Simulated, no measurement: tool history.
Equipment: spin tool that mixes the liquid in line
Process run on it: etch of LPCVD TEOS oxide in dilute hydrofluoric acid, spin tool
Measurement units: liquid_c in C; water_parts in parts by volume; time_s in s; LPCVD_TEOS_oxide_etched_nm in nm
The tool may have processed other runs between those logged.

Run 1, day 0.000: liquid_c 21.0 C, water_parts 185 parts by volume, time_s 280 s. Result: LPCVD_TEOS_oxide_etched_nm 32.654 nm.
Run 2, day 0.096: liquid_c 21.0 C, water_parts 185 parts by volume, time_s 280 s. Result: LPCVD_TEOS_oxide_etched_nm 32.576 nm.
Run 3, day 0.250: liquid_c 18.0 C, water_parts 185 parts by volume, time_s 280 s. Result: LPCVD_TEOS_oxide_etched_nm 29.099 nm.
Run 4, day 0.529: liquid_c 17.5 C, water_parts 205 parts by volume, time_s 280 s. Result: LPCVD_TEOS_oxide_etched_nm 25.148 nm.
Run 5, day 0.575: liquid_c 17.5 C, water_parts 220 parts by volume, time_s 280 s. Result: LPCVD_TEOS_oxide_etched_nm 23.153 nm.
Run 6, day 0.679: liquid_c 17.5 C, water_parts 220 parts by volume, time_s 305 s. Result: LPCVD_TEOS_oxide_etched_nm 25.191 nm.
Run 7, day 0.904: liquid_c 17.5 C, water_parts 235 parts by volume, time_s 305 s. Result: LPCVD_TEOS_oxide_etched_nm 23.311 nm.
Run 8, day 1.271: liquid_c 17.5 C, water_parts 245 parts by volume, time_s 305 s. Result: LPCVD_TEOS_oxide_etched_nm 22.070 nm.

What will run 9 give?
Run 9, day 1.571: liquid_c 17.5 C, water_parts 255 parts by volume, time_s 305 s. Result: LPCVD_TEOS_oxide_etched_nm ?.

Run 9 came out at LPCVD_TEOS_oxide_etched_nm 21.043 nm.
